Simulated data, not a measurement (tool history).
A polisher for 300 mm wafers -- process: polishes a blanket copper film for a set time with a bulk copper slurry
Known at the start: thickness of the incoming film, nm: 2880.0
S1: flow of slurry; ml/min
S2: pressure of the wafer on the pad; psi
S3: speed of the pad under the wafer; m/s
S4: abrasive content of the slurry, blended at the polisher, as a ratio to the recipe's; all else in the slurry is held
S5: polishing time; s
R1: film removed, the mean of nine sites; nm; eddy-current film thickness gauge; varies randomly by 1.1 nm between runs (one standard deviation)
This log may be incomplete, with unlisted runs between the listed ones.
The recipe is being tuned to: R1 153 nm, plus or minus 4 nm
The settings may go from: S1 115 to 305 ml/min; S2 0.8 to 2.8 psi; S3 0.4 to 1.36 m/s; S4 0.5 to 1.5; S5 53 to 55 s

Run 1, hour 0: S1 195 ml/min, S2 1.8 psi, S3 0.88 m/s, S4 1, S5 53 s. Result: R1 205.64 nm.
Run 2, hour 6.2: S1 190 ml/min, S2 1.7 psi, S3 0.88 m/s, S4 1, S5 53 s. Result: R1 195.75 nm.
Run 3, hour 12.6: S1 190 ml/min, S2 1.6 psi, S3 0.88 m/s, S4 1, S5 53 s. Result: R1 184.04 nm.
Run 4, hour 15: S1 165 ml/min, S2 1.6 psi, S3 0.88 m/s, S4 1, S5 53 s. Result: R1 178.28 nm.
Run 5, hour 17.6: S1 165 ml/min, S2 1.6 psi, S3 0.88 m/s, S4 1, S5 55 s. Result: R1 187.14 nm.
Run 6, hour 22.5: S1 115 ml/min, S2 1.6 psi, S3 0.88 m/s, S4 1, S5 55 s. Result: R1 181.33 nm.
Run 7, hour 31.5: S1 115 ml/min, S2 1.2 psi, S3 0.88 m/s, S4 1, S5 55 s. Result: R1 138.08 nm.
Run 8, hour 32.5: S1 125 ml/min, S2 1.2 psi, S3 0.88 m/s, S4 1, S5 55 s. Result: R1 138.85 nm.
Run 9, hour 35.9: S1 135 ml/min, S2 1.2 psi, S3 0.88 m/s, S4 1, S5 55 s. Result: R1 138.1 nm.
Run 10, hour 43.2: S1 135 ml/min, S2 1.2 psi, S3 0.88 m/s, S4 1, S5 55 s. Result: R1 138.52 nm.
Run 11, hour 45.5: S1 140 ml/min, S2 1.2 psi, S3 0.88 m/s, S4 1, S5 55 s. Result: R1 142.39 nm.
Run 12, hour 53.2: S1 145 ml/min, S2 1.2 psi, S3 0.88 m/s, S4 1, S5 55 s. Result: R1 141.95 nm.
Run 13, hour 56.3: S1 150 ml/min, S2 1.2 psi, S3 0.88 m/s, S4 1, S5 55 s. Result: R1 142.19 nm.

Next run, 4 choices. One meets every target within its allowed miss, the rest don't. Which?
Run A, hour 59.4: S1 165 ml/min, S2 1.1 psi, S3 0.9 m/s, S4 1, S5 54 s. Result: R1 ?.
Run B, hour 59.4: S1 165 ml/min, S2 1.2 psi, S3 0.86 m/s, S4 1, S5 55 s. Result: R1 ?.
Run C, hour 59.4: S1 190 ml/min, S2 1.5 psi, S3 0.68 m/s, S4 0.95, S5 55 s. Result: R1 ?.
Run D, hour 59.4: S1 160 ml/min, S2 1.4 psi, S3 0.84 m/s, S4 0.9, S5 55 s. Result: R1 ?.

move      R1
   A  131.35
   B  139.09
   C  136.79
   D  151.85
A: its largest miss is bigger than the last run's
B: its largest miss is bigger than the last run's
C: its largest miss is bigger than the last run's
D: meets every target
Go with D: it meets all targets.
